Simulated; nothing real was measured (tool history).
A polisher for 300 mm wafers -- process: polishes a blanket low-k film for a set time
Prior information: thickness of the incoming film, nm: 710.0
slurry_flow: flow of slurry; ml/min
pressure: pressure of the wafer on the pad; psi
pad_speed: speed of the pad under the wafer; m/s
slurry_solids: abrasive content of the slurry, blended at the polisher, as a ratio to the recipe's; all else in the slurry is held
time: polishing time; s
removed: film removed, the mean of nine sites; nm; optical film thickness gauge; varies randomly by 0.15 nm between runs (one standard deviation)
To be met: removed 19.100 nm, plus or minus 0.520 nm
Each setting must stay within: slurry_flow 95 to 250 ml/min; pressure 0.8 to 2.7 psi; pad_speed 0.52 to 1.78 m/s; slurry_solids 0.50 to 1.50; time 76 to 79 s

run    day  slurry_flow  pressure  pad_speed  slurry_solids  time  removed
  1  0.000          160       1.7       1.14           1.00    76   34.494
  2  0.267          160       1.7       1.14           0.85    76   31.286
  3  0.546          155       1.6       1.14           0.85    76   29.124
  4  0.708          175       1.6       1.14           0.85    76   29.718
  5  1.071          195       1.6       1.14           0.85    76   30.092
  6  1.396          195       1.3       1.14           0.85    76   24.758
  7  1.483          195       1.2       1.14           0.85    76   22.820
  8  1.512          190       1.2       1.14           0.85    76   22.809
  9  1.842          185       1.2       1.14           0.85    76   22.872

Exercise: of the 4 proposed moves below, exactly one satisfies all targets within the stated allowed misses. Which move is it?
  A  2.171          120       1.3       0.66           1.05    79        ?
  B  2.171          195       1.3       1.04           0.65    79        ?
  C  2.171          170       1.1       1.04           0.90    76        ?
  D  2.171          205       1.2       0.96           0.75    76        ?

move  removed
   A   20.360
   B   19.949
   C   20.447
   D   19.299
A: nearer than the last run, and not there yet
B: nearer than the last run, and not there yet
C: nearer than the last run, and not there yet
D: each result inside its tolerance
The move that meets every target is D.

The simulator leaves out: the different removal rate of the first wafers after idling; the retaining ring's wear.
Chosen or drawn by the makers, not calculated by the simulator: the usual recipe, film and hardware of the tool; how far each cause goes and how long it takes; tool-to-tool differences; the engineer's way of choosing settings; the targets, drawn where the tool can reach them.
